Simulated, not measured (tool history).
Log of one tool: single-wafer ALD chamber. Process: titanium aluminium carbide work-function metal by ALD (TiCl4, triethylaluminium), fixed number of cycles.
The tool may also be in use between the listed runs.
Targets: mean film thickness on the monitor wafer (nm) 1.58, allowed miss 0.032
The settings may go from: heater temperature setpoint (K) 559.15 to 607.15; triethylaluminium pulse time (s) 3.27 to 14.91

run  hour  heater temperature setpoint (K)  triethylaluminium pulse time (s)  mean film thickness on the monitor wafer (nm)
  1     0                           583.15                              9.09                                         2.0262
  2   7.6                           579.15                              9.09                                         1.9921
  3  16.3                           579.15                              7.94                                         1.9599
  4  22.2                           587.15                              7.94                                         2.0138
  5  26.7                           578.15                               6.4                                         1.8597
  6  33.5                           572.15                              5.37                                         1.6989
  7  40.8                           569.15                              5.26                                          1.658
  8  47.7                           561.15                              4.63                                         1.5273
  9  53.3                           562.15                              4.68                                         1.5487

4 next moves are on the table. One of them brings every result within its allowed miss. Which?
  A  58.9                           560.15                              5.26                                              ?
  B  58.9                           564.15                              4.38                                              ?
  C  58.9                           559.15                              4.52                                              ?
  D  58.9                           559.15                              4.58                                              ?

move  mean film thickness on the monitor wafer (nm)
   A                                         1.5925
   B                                         1.5185
   C                                         1.4982
   D                                          1.506
A: meets every target
B: further off than the last run
C: further off than the last run
D: further off than the last run
Move A is the one to make.
